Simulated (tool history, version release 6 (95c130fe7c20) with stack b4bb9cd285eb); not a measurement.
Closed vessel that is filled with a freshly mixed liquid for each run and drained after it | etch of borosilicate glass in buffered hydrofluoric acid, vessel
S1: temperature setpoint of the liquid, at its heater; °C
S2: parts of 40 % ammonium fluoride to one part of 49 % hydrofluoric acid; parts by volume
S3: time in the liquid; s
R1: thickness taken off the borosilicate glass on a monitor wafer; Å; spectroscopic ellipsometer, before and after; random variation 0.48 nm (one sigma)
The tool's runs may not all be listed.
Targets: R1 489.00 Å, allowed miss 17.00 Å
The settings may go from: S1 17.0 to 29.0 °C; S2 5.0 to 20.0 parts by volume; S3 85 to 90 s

Run 1, hour 0.0: S1 21.0 °C, S2 12.0 parts by volume, S3 85 s. Result: R1 715.30 Å.
Run 2, hour 4.4: S1 21.0 °C, S2 12.0 parts by volume, S3 90 s. Result: R1 756.07 Å.
Run 3, hour 8.6: S1 20.5 °C, S2 12.5 parts by volume, S3 90 s. Result: R1 715.47 Å.
Run 4, hour 11.0: S1 20.5 °C, S2 12.5 parts by volume, S3 90 s. Result: R1 709.65 Å.
Run 5, hour 14.5: S1 20.0 °C, S2 13.0 parts by volume, S3 90 s. Result: R1 668.46 Å.
Run 6, hour 18.9: S1 20.0 °C, S2 13.0 parts by volume, S3 85 s. Result: R1 640.69 Å.
Run 7, hour 21.1: S1 19.5 °C, S2 13.5 parts by volume, S3 85 s. Result: R1 583.55 Å.
Run 8, hour 24.5: S1 19.0 °C, S2 13.5 parts by volume, S3 85 s. Result: R1 574.71 Å.
Run 9, hour 33.3: S1 18.0 °C, S2 14.0 parts by volume, S3 85 s. Result: R1 517.30 Å.
Run 10, hour 35.2: S1 17.5 °C, S2 14.0 parts by volume, S3 85 s. Result: R1 519.68 Å.

4 next moves are on the table. One of them brings every result within its allowed miss. Which?
Run A, hour 37.1: S1 17.0 °C, S2 13.0 parts by volume, S3 85 s. Result: R1 ?.
Run B, hour 37.1: S1 17.5 °C, S2 13.5 parts by volume, S3 85 s. Result: R1 ?.
Run C, hour 37.1: S1 17.0 °C, S2 13.0 parts by volume, S3 90 s. Result: R1 ?.
Run D, hour 37.1: S1 17.0 °C, S2 14.0 parts by volume, S3 85 s. Result: R1 ?.

move      R1
   A  526.48
   B  521.48
   C  557.45
   D  489.15
A: further off than the last run
B: further off than the last run
C: further off than the last run
D: meets every target
Answer: D
